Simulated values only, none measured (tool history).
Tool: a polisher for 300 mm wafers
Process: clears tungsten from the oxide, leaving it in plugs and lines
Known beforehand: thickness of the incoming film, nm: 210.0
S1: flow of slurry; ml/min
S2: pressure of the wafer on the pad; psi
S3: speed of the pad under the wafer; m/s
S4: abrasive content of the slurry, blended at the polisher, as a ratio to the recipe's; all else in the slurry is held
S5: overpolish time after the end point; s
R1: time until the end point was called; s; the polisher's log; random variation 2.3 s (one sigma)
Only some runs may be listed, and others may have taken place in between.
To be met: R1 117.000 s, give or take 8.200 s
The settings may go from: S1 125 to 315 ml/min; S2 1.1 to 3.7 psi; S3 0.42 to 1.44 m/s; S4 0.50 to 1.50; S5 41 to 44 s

| run | day | S1 | S2 | S3 | S4 | S5 | R1 |
|---|---|---|---|---|---|---|---|
| 1 | 0.000 | 205 | 2.4 | 0.92 | 1.00 | 41 | 85.237 |
| 2 | 0.358 | 205 | 2.3 | 0.90 | 1.00 | 41 | 94.541 |
| 3 | 0.417 | 160 | 2.3 | 0.90 | 1.00 | 41 | 93.069 |
| 4 | 0.475 | 160 | 2.2 | 0.90 | 1.00 | 41 | 94.156 |
| 5 | 0.554 | 160 | 2.2 | 1.08 | 1.00 | 41 | 82.418 |
| 6 | 0.862 | 160 | 2.2 | 1.30 | 1.00 | 41 | 71.741 |
| 7 | 1.088 | 160 | 2.0 | 1.28 | 1.00 | 41 | 79.539 |
| 8 | 1.367 | 160 | 1.8 | 1.26 | 1.00 | 41 | 86.890 |
| 9 | 1.696 | 160 | 1.7 | 1.24 | 1.00 | 41 | 97.050 |

Consider the 4 candidate settings below. Which is the only one whose results all fall within their allowed miss of target?
| A | 2.025 | 130 | 1.6 | 0.90 | 0.90 | 41 | ? |
| B | 2.025 | 175 | 1.5 | 0.98 | 1.00 | 41 | ? |
| C | 2.025 | 165 | 1.7 | 1.18 | 1.15 | 44 | ? |
| D | 2.025 | 210 | 1.6 | 1.02 | 0.95 | 44 | ? |

| move | R1 |
|---|---|
| A | 135.290 |
| B | 129.330 |
| C | 97.009 |
| D | 117.020 |
A: the result that was furthest off in the last run now lies on the other side of its target
B: the result that was furthest off in the last run now lies on the other side of its target
C: roughly where the last run was
D: all results in spec
Move D is the one to make.
